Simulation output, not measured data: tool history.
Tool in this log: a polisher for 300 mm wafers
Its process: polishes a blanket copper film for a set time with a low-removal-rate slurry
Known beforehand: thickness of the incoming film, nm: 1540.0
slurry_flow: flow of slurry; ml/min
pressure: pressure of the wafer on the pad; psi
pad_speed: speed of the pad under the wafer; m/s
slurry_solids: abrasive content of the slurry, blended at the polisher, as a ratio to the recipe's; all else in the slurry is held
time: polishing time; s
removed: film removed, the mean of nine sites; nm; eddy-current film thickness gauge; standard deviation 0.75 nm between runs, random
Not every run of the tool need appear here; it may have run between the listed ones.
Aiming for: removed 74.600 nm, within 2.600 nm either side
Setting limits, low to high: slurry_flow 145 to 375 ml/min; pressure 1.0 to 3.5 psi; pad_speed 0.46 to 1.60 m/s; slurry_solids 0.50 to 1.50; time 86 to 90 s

run	hour	slurry_flow	pressure	pad_speed	slurry_solids	time	removed
1	0.0	240	2.2	1.02	1.00	86	160.950
2	2.1	180	2.2	1.02	1.00	86	155.000
3	3.5	180	2.6	1.02	1.00	86	179.760
4	10.9	180	2.6	1.02	1.00	90	188.490
5	16.0	180	2.1	0.92	1.00	90	138.540
6	23.3	180	2.1	0.70	1.00	90	113.980
7	31.9	175	1.8	0.70	1.00	90	95.761
8	33.9	175	1.8	0.70	1.00	90	99.286
9	36.8	170	1.6	0.70	1.00	90	87.378
10	42.4	165	1.5	0.70	1.00	90	81.476
11	43.4	160	1.5	0.70	1.00	90	81.251
12	52.2	160	1.3	0.70	1.00	90	71.596
13	53.7	165	1.3	0.70	1.00	90	71.301
14	60.2	170	1.3	0.70	1.00	90	71.527

5 next moves are on the table. One of them brings every result within its allowed miss. Which?
A	66.7	155	1.0	0.94	1.10	86	?
B	66.7	195	1.6	0.50	1.00	90	?
C	66.7	190	1.4	0.64	1.05	90	?
D	66.7	145	1.4	0.72	0.50	90	?
E	66.7	170	1.5	0.56	1.05	89	?

move	removed
A	68.563
B	69.982
C	74.166
D	66.769
E	70.110
A: further off than the last run
B: further off than the last run
C: in spec on every target
D: further off than the last run
E: further off than the last run
Go with C: it meets all targets.
